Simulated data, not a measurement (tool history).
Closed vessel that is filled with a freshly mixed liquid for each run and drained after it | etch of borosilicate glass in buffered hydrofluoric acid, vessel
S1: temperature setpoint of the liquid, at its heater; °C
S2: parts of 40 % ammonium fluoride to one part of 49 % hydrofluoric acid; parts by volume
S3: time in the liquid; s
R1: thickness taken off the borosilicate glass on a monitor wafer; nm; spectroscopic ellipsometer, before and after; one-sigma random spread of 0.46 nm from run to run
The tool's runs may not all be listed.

| run | day | S1 | S2 | S3 | R1 |
|---|---|---|---|---|---|
| 1 | 0 | 24 | 22.5 | 100 | 59.672 |
| 2 | 0.225 | 25 | 22.5 | 100 | 62.651 |
| 3 | 0.371 | 26 | 22 | 100 | 67.745 |
| 4 | 0.75 | 26 | 22 | 105 | 71.729 |
| 5 | 1.017 | 26 | 18 | 105 | 84.714 |
| 6 | 1.396 | 26 | 14 | 105 | 108.55 |
| 7 | 1.675 | 25.5 | 14 | 105 | 104.71 |
| 8 | 1.992 | 25.5 | 14 | 105 | 105.17 |

Run 9 comes next. What will it give?
| 9 | 2.212 | 24.5 | 14 | 105 | ? |

For run 9 the tool returned R1 99.518 nm.
